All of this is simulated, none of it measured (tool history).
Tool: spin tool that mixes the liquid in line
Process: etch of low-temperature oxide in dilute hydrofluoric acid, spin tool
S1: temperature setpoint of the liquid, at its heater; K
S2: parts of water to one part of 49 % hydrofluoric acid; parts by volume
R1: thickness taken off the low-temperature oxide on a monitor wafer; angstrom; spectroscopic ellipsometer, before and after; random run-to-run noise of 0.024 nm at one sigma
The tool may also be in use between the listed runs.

{"run": 1, "hour": 0.0, "S1": 294.15, "S2": 215, "time under the liquid (s)": 90, "R1": 56.884}
{"run": 2, "hour": 7.0, "S1": 293.15, "S2": 240, "time under the liquid (s)": 90, "R1": 47.999}
{"run": 3, "hour": 12.6, "S1": 293.15, "S2": 270, "time under the liquid (s)": 90, "R1": 40.631}
{"run": 4, "hour": 20.6, "S1": 292.65, "S2": 285, "time under the liquid (s)": 90, "R1": 38.167}
{"run": 5, "hour": 28.2, "S1": 292.65, "S2": 350, "time under the liquid (s)": 90, "R1": 28.779}
{"run": 6, "hour": 33.0, "S1": 292.65, "S2": 350, "time under the liquid (s)": 70, "R1": 22.465}
{"run": 7, "hour": 39.7, "S1": 294.15, "S2": 350, "time under the liquid (s)": 70, "R1": 24.073}
{"hour": 40.4, "done": "hydrofluoric acid flow meter replaced"}
{"run": 8, "hour": 40.4, "S1": 294.15, "S2": 350, "time under the liquid (s)": 70, "R1": 22.397}

Forecast run 9:
{"run": 9, "hour": 47.4, "S1": 293.65, "S2": 340, "time under the liquid (s)": 70, "R1": "?"}

R1: 22.966 angstrom

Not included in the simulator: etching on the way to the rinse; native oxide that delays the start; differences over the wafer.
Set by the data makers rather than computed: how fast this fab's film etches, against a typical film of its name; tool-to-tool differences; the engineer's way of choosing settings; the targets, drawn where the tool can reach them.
